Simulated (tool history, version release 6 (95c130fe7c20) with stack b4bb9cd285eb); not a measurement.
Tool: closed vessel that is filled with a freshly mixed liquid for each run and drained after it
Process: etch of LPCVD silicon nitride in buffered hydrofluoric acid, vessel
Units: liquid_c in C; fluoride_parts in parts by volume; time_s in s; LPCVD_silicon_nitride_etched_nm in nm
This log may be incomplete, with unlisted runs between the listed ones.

run	hour	liquid_c	fluoride_parts	time_s	LPCVD_silicon_nitride_etched_nm
1	0	24	8	515	8.32
2	9.1	22.5	8	515	7.6257
3	12.1	22.5	6	515	10.125
4	21.1	21	6.5	515	8.5745
5	28.4	17.5	6.5	515	7.1381
6	31.7	17.5	6.5	515	7.0812
7	37	17.5	7	515	6.6714
8	45.6	17	7.5	515	5.9849

The next listed run, before its measurement:
9	55.2	17	7.5	475	?

Run 9 produced LPCVD_silicon_nitride_etched_nm 5.5482 nm.
